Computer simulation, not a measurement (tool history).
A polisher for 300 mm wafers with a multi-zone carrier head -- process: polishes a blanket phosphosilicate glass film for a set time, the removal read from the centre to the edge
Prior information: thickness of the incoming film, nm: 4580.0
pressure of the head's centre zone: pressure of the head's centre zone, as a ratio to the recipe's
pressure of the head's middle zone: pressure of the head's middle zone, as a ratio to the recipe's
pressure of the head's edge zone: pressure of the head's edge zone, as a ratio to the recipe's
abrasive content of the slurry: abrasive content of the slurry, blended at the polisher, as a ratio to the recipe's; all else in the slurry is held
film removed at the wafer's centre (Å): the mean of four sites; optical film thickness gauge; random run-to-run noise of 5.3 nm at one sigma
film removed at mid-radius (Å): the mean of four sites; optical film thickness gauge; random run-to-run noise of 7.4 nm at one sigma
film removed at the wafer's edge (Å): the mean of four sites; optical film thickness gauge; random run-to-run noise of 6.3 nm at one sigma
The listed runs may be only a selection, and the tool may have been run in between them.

run	day	flow of slurry (ml/min)	pressure of the head's centre zone	pressure of the head's middle zone	pressure of the head's edge zone	abrasive content of the slurry	polishing time (s)	film removed at the wafer's centre (Å)	film removed at mid-radius (Å)	film removed at the wafer's edge (Å)
1	0.000	280	1.00	1.00	1.00	1.00	81	4944.2	5180.9	5199.2
2	0.125	285	1.00	1.02	1.02	1.05	82	5141.2	5391.5	5513.4
3	0.262	290	0.99	1.04	1.02	1.10	83	5213.0	5639.1	5558.8
4	0.621	290	1.04	1.04	1.02	1.10	83	5510.7	5675.1	5580.9
5	0.675	290	1.03	1.06	1.03	1.15	84	5636.7	5943.8	5693.7
6	0.717	295	1.02	1.07	1.04	1.20	85	5742.1	6106.0	5902.5
7	0.979	295	1.01	1.08	1.05	1.25	87	5819.8	6364.0	6128.2
8	1.108	295	1.00	1.09	1.06	1.30	88	5861.5	6566.0	6340.0
9	1.408	295	1.00	1.10	1.07	1.30	89	6069.3	6786.9	6538.4
10	1.575	295	1.00	1.11	1.08	1.30	90	6099.1	6843.5	6493.1
11	1.817	300	0.99	1.12	1.09	1.30	91	6018.8	6995.2	6711.8
12	2.150	365	1.02	1.19	1.15	1.50	91	6717.5	7815.0	7288.8
13	2.479	365	1.01	1.19	1.15	1.50	92	6712.4	7933.6	7238.4

Predict the results of run 14:
14	2.688	365	1.00	1.19	1.15	1.50	93	?	?	?

{"run 14": {"film removed at the wafer's centre (Å)": 6710.6, "film removed at mid-radius (Å)": 7930.8, "film removed at the wafer's edge (Å)": 7518.1}}
